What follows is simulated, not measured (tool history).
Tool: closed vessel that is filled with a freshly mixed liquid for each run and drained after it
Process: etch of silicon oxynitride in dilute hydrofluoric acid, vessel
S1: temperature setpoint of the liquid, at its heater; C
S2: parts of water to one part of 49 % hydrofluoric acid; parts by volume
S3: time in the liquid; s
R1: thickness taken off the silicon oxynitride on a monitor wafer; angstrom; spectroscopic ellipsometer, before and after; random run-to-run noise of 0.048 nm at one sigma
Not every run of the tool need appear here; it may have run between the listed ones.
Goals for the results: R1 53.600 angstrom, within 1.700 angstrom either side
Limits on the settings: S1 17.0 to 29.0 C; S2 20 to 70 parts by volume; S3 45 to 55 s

Run 1, hour 0.0: S1 21.0 C, S2 40 parts by volume, S3 55 s. Result: R1 31.097 angstrom.
Run 2, hour 3.0: S1 21.0 C, S2 50 parts by volume, S3 55 s. Result: R1 24.812 angstrom.
Run 3, hour 5.2: S1 23.5 C, S2 45 parts by volume, S3 55 s. Result: R1 30.278 angstrom.
Run 4, hour 11.6: S1 25.0 C, S2 40 parts by volume, S3 55 s. Result: R1 38.059 angstrom.
Run 5, hour 14.3: S1 26.0 C, S2 40 parts by volume, S3 55 s. Result: R1 40.103 angstrom.
Run 6, hour 21.9: S1 26.0 C, S2 40 parts by volume, S3 45 s. Result: R1 32.118 angstrom.
Run 7, hour 24.0: S1 27.0 C, S2 35 parts by volume, S3 45 s. Result: R1 39.089 angstrom.
Run 8, hour 25.0: S1 27.5 C, S2 30 parts by volume, S3 45 s. Result: R1 46.698 angstrom.
Run 9, hour 28.9: S1 28.0 C, S2 30 parts by volume, S3 45 s. Result: R1 47.484 angstrom.
Run 10, hour 31.5: S1 28.5 C, S2 30 parts by volume, S3 45 s. Result: R1 48.832 angstrom.
Run 11, hour 39.4: S1 29.0 C, S2 30 parts by volume, S3 45 s. Result: R1 49.863 angstrom.
Run 12, hour 41.3: S1 29.0 C, S2 25 parts by volume, S3 45 s. Result: R1 60.908 angstrom.
Run 13, hour 43.2: S1 28.0 C, S2 25 parts by volume, S3 45 s. Result: R1 57.612 angstrom.

Next run, 4 choices. One meets every target within its allowed miss, the rest don't. Which?
Run A, hour 45.1: S1 24.5 C, S2 20 parts by volume, S3 45 s. Result: R1 ?.
Run B, hour 45.1: S1 27.5 C, S2 25 parts by volume, S3 50 s. Result: R1 ?.
Run C, hour 45.1: S1 29.0 C, S2 25 parts by volume, S3 45 s. Result: R1 ?.
Run D, hour 45.1: S1 28.0 C, S2 30 parts by volume, S3 50 s. Result: R1 ?.

move      R1
   A  60.694
   B  62.355
   C  60.325
   D  53.040
A: further off than the last run
B: further off than the last run
C: further off than the last run
D: all results land within tolerance of their targets
Move D is the one to make.
